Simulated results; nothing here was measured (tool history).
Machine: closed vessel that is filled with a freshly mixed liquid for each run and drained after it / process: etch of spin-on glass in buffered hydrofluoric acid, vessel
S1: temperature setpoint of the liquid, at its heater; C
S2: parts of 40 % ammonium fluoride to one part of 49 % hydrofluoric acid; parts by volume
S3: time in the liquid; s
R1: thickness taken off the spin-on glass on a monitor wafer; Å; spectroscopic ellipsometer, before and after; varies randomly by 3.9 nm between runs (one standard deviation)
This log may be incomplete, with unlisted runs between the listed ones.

Run 1, day 0.000: S1 22.0 C, S2 21.5 parts by volume, S3 95 s. Result: R1 2261.2 Å.
Run 2, day 0.342: S1 22.0 C, S2 21.5 parts by volume, S3 100 s. Result: R1 2370.9 Å.
Run 3, day 0.467: S1 22.0 C, S2 21.5 parts by volume, S3 95 s. Result: R1 2257.3 Å.
Run 4, day 0.817: S1 22.0 C, S2 21.5 parts by volume, S3 100 s. Result: R1 2373.1 Å.
Run 5, day 1.088: S1 23.5 C, S2 19.5 parts by volume, S3 100 s. Result: R1 2777.3 Å.
Run 6, day 1.446: S1 24.5 C, S2 17.5 parts by volume, S3 100 s. Result: R1 3292.2 Å.
Run 7, day 1.704: S1 25.5 C, S2 16.5 parts by volume, S3 100 s. Result: R1 3711.2 Å.

The next listed run, before its measurement:
Run 8, day 1.829: S1 29.5 C, S2 13.0 parts by volume, S3 100 s. Result: R1 ?.

R1: 5712.0 Å
